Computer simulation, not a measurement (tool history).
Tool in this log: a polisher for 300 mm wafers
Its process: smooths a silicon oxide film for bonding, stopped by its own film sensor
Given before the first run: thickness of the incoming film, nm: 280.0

run  hour  flow of slurry (ml/min)  pressure of the wafer on the pad (kPa)  speed of the pad under the wafer (cm/s)  abrasive content of the slurry  target thickness at which the film sensor stops the polish (angstrom)  time until the film sensor stopped the polish (s)
  1   0.0                      295                                    13.1                                       74                            1.00                                                                   2220                                             133.42
  2   5.9                      295                                    11.7                                       74                            1.00                                                                   2220                                             150.22
  3  10.9                      295                                    11.7                                       74                            0.85                                                                   2220                                             167.96
  4  13.8                      295                                    11.7                                       64                            0.85                                                                   2220                                             182.22
  5  17.0                      295                                    11.0                                       64                            0.85                                                                   2220                                             193.20
  6  19.2                      295                                    11.0                                       80                            0.85                                                                   2220                                             174.69
  7  20.6                      295                                    10.3                                       80                            0.85                                                                   2220                                             183.89

The next listed run, before its measurement:
  8  27.1                      295                                     6.9                                       78                            0.85                                                                   2220                                                  ?

{"run 8": {"time until the film sensor stopped the polish (s)": 271.62}}
